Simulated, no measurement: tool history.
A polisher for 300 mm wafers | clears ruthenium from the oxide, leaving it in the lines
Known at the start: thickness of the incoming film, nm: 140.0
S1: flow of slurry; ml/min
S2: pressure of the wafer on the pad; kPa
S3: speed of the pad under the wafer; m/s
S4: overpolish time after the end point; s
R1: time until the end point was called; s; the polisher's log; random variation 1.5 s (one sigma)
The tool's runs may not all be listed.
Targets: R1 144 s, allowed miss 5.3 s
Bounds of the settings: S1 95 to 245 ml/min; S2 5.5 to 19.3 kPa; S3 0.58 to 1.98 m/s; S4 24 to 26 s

| run | hour | S1 | S2 | S3 | S4 | R1 |
|---|---|---|---|---|---|---|
| 1 | 0 | 155 | 12.4 | 1.28 | 24 | 94.769 |
| 2 | 3.6 | 155 | 11.7 | 1.28 | 24 | 100.77 |
| 3 | 7.2 | 155 | 13.8 | 1.28 | 24 | 84.645 |
| 4 | 16.2 | 120 | 13.8 | 1.28 | 24 | 92.279 |
| 5 | 23.2 | 115 | 13.1 | 1.28 | 24 | 96.267 |
| 6 | 29.9 | 115 | 13.1 | 1.16 | 24 | 103.83 |
| 7 | 33.2 | 115 | 12.4 | 1.16 | 24 | 106.49 |
| 8 | 35.5 | 110 | 9 | 1.12 | 24 | 154.21 |
| 9 | 41.9 | 115 | 9 | 1.12 | 24 | 152.97 |
| 10 | 44.6 | 120 | 9 | 1.12 | 24 | 150.42 |
| 11 | 46.5 | 125 | 9 | 1.12 | 24 | 150.54 |

Which of these 4 next moves meets every target?
| A | 48.4 | 140 | 11 | 1 | 26 | ? |
| B | 48.4 | 125 | 11 | 1.02 | 26 | ? |
| C | 48.4 | 150 | 9.7 | 1.02 | 24 | ? |
| D | 48.4 | 135 | 9 | 0.94 | 24 | ? |

| move | R1 |
|---|---|
| A | 132.31 |
| B | 133.84 |
| C | 146.43 |
| D | 169.8 |
A: takes the result that was furthest off past its target
B: takes the result that was furthest off past its target
C: meets every target
D: further off than the last run
Move C is the one to make.

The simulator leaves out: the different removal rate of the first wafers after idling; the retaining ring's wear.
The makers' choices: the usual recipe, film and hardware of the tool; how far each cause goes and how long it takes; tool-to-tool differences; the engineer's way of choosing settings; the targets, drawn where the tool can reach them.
